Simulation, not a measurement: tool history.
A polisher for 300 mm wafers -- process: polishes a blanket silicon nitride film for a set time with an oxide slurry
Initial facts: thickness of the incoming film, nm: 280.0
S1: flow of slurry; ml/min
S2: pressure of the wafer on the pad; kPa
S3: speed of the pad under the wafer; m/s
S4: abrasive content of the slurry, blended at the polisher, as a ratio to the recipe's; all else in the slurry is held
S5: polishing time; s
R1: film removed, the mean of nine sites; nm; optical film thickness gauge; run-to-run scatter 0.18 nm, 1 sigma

run 1 hour=0 | S1=180 S2=20 S3=0.92 S4=1 S5=43 | R1=17.745
run 2 hour=8.5 | S1=180 S2=20 S3=1 S4=1 S5=43 | R1=20.016
run 3 hour=10 | S1=180 S2=20 S3=1.08 S4=1 S5=43 | R1=20.757
run 4 hour=11.6 | S1=180 S2=20 S3=1.3 S4=1 S5=43 | R1=24.07
run 5 hour=17.3 | S1=180 S2=20 S3=1.4 S4=1 S5=43 | R1=25.593
run 6 hour=21.1 | S1=180 S2=15.2 S3=1.4 S4=1 S5=43 | R1=21.632
run 7 hour=24.7 | S1=180 S2=13.8 S3=1.32 S4=1 S5=43 | R1=19.677

Forecast run 8:
run 8 hour=32.7 | S1=180 S2=13.1 S3=1.24 S4=1 S5=43 | R1=?

R1: 18.2 nm
